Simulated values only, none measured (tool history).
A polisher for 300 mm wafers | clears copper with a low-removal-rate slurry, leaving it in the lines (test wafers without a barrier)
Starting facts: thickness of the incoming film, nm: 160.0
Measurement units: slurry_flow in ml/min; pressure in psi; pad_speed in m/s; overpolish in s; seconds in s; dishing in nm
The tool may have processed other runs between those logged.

run  hour  slurry_flow  pressure  pad_speed  slurry_solids  overpolish  seconds  dishing
  1     0          145       2.1          1              1          17   73.031   26.053
  2   7.8          145       2.1          1            1.1          17   70.297    27.16
  3  13.5          150       1.9       1.06              1          15   74.874   23.586
  4  19.1          150       2.1       1.06              1          15   68.743   24.925
  5  22.3          140       2.3       0.94            0.9          13   73.123   20.954
  6  22.8          140       2.3       0.94            0.9           7   72.545    11.87

Forecast run 7:
  7  29.7          130       2.2       0.94              1           7        ?        ?

Run 7 produced seconds 74.376 s, dishing 11.634 nm.

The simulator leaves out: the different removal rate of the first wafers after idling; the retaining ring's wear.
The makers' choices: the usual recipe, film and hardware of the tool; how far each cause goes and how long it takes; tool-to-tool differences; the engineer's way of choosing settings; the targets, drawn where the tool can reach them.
